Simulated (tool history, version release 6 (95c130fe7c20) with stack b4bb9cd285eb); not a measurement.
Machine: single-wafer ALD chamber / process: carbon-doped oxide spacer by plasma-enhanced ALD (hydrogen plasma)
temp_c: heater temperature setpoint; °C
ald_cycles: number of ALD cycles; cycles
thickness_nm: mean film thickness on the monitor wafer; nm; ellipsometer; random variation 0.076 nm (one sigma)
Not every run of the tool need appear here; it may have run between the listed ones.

run 1 day=0.000 | temp_c=395 ald_cycles=306 | thickness_nm=17.461
run 2 day=0.325 | temp_c=395 ald_cycles=331 | thickness_nm=18.973
run 3 day=0.350 | temp_c=395 ald_cycles=288 | thickness_nm=16.625
run 4 day=0.692 | temp_c=399 ald_cycles=288 | thickness_nm=16.332
run 5 day=0.842 | temp_c=408 ald_cycles=288 | thickness_nm=15.830
run 6 day=1.104 | temp_c=408 ald_cycles=314 | thickness_nm=17.276
run 7 day=1.204 | temp_c=409 ald_cycles=306 | thickness_nm=16.871

Run 8 comes next. What will it give?
-- day=1.317 thermocouple changed; heater temperature recalibrated
run 8 day=1.317 | temp_c=409 ald_cycles=299 | thickness_nm=?

thickness_nm: 16.793 nm
